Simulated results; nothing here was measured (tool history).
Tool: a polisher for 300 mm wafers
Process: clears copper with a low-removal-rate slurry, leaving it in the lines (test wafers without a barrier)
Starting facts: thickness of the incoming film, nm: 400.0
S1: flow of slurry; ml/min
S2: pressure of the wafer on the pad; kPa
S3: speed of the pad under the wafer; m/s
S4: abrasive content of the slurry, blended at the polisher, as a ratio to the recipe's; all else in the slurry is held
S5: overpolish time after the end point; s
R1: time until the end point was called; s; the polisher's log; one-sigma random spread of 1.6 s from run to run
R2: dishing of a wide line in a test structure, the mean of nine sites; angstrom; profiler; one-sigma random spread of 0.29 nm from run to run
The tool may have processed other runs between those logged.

{"run": 1, "day": 0.0, "S1": 175, "S2": 26.9, "S3": 1.08, "S4": 1, "S5": 16, "R1": 101.25, "R2": 306.44}
{"run": 2, "day": 0.25, "S1": 175, "S2": 24.8, "S3": 1.12, "S4": 1, "S5": 14, "R1": 101.36, "R2": 264.22}
{"run": 3, "day": 0.488, "S1": 165, "S2": 22.1, "S3": 1.2, "S4": 0.95, "S5": 12, "R1": 108.24, "R2": 239.3}
{"run": 4, "day": 0.525, "S1": 185, "S2": 20, "S3": 1.2, "S4": 1.05, "S5": 11, "R1": 107.91, "R2": 225.08}
{"run": 5, "day": 0.662, "S1": 200, "S2": 18.6, "S3": 1.18, "S4": 1.15, "S5": 10, "R1": 112.79, "R2": 208.45}
{"run": 6, "day": 0.688, "S1": 200, "S2": 18.6, "S3": 1.38, "S4": 1.15, "S5": 10, "R1": 95.597, "R2": 231}

Estimate the outcome of run 7 from the log above:
{"run": 7, "day": 1.058, "S1": 215, "S2": 17.2, "S3": 1.36, "S4": 1.2, "S5": 9, "R1": "?", "R2": "?"}

R1: 99.356 s
R2: 201.53 angstrom
